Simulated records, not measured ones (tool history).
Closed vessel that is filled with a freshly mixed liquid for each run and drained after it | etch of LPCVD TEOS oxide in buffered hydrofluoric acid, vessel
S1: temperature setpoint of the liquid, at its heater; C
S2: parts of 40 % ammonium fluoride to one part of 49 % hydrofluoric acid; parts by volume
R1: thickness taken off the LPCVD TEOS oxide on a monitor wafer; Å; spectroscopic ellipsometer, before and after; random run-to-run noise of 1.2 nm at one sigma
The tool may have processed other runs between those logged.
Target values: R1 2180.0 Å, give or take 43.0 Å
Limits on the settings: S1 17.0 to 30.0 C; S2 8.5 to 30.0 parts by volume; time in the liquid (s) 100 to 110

{"run": 1, "day": 0.0, "S1": 22.0, "S2": 23.0, "time in the liquid (s)": 100, "R1": 1072.0}
{"run": 2, "day": 0.258, "S1": 22.0, "S2": 23.0, "time in the liquid (s)": 100, "R1": 1061.2}
{"run": 3, "day": 0.608, "S1": 23.0, "S2": 22.0, "time in the liquid (s)": 100, "R1": 1161.8}
{"run": 4, "day": 0.642, "S1": 23.0, "S2": 15.5, "time in the liquid (s)": 100, "R1": 1609.6}
{"run": 5, "day": 1.008, "S1": 25.5, "S2": 15.5, "time in the liquid (s)": 100, "R1": 1843.5}
{"run": 6, "day": 1.192, "S1": 25.5, "S2": 9.0, "time in the liquid (s)": 100, "R1": 2996.9}
{"run": 7, "day": 1.304, "S1": 25.0, "S2": 9.0, "time in the liquid (s)": 100, "R1": 2947.1}
{"run": 8, "day": 1.546, "S1": 25.0, "S2": 9.0, "time in the liquid (s)": 100, "R1": 2930.0}
{"run": 9, "day": 1.904, "S1": 24.5, "S2": 9.0, "time in the liquid (s)": 100, "R1": 2851.4}
{"run": 10, "day": 2.042, "S1": 24.0, "S2": 9.0, "time in the liquid (s)": 100, "R1": 2775.3}
{"run": 11, "day": 2.092, "S1": 23.5, "S2": 9.0, "time in the liquid (s)": 100, "R1": 2707.5}

Below are 4 possible settings for the next run. Only one of them brings all results inside the allowed miss of their targets. Which is it?
{"run": "A", "day": 2.142, "S1": 21.0, "S2": 10.0, "time in the liquid (s)": 100, "R1": "?"}
{"run": "B", "day": 2.142, "S1": 23.0, "S2": 11.5, "time in the liquid (s)": 105, "R1": "?"}
{"run": "C", "day": 2.142, "S1": 24.5, "S2": 11.5, "time in the liquid (s)": 100, "R1": "?"}
{"run": "D", "day": 2.142, "S1": 27.0, "S2": 9.5, "time in the liquid (s)": 105, "R1": "?"}

move=A R1=2198.6
move=B R1=2249.9
move=C R1=2325.8
move=D R1=3306.9
A: all results in spec
B: nearer than the last run, and not there yet
C: nearer than the last run, and not there yet
D: misses by more than the last run did
The right move is A.
